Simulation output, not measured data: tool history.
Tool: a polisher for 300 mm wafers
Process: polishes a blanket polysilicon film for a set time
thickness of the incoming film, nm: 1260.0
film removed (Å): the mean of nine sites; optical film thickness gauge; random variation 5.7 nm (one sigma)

run	hour	flow of slurry (ml/min)	pressure of the wafer on the pad (kPa)	speed of the pad under the wafer (m/s)	polishing time (s)	film removed (Å)
1	0	230	17.2	1.28	33	3761.9
2	6.2	175	17.2	1.28	33	3563.4
3	14.4	190	18.6	1.28	33	3993.5
4	15.3	190	18.6	1.08	33	3449.9
5	17.9	165	18.6	1.08	33	3455.8
6	20	165	20.7	1.08	33	3726.8

Run 7 comes next. What will it give?
7	25.6	175	22.1	1.1	33	?

{"run 7": {"film removed (Å)": 4057.9}}

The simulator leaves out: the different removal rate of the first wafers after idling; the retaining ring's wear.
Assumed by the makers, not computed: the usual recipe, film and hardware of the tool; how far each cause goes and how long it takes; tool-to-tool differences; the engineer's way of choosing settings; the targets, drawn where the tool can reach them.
